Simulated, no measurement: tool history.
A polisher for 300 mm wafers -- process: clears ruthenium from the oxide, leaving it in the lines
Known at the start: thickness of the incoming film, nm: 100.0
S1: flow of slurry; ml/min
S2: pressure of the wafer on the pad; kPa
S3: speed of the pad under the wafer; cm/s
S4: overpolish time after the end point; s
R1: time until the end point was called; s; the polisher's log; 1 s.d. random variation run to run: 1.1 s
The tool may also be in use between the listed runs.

run 1 hour=0 | S1=165 S2=9 S3=92 S4=36 | R1=161.47
run 2 hour=4.5 | S1=165 S2=7.6 S3=92 S4=36 | R1=192.5
run 3 hour=13 | S1=165 S2=7.6 S3=92 S4=39 | R1=191.36
run 4 hour=16.4 | S1=165 S2=7.6 S3=92 S4=39 | R1=193.01
run 5 hour=20.8 | S1=165 S2=7.6 S3=106 S4=39 | R1=167.44
run 6 hour=28.5 | S1=170 S2=8.3 S3=106 S4=39 | R1=152.88

Predict the results of run 7:
run 7 hour=30.7 | S1=175 S2=9 S3=106 S4=39 | R1=?

For run 7 the tool returned R1 141.12 s.

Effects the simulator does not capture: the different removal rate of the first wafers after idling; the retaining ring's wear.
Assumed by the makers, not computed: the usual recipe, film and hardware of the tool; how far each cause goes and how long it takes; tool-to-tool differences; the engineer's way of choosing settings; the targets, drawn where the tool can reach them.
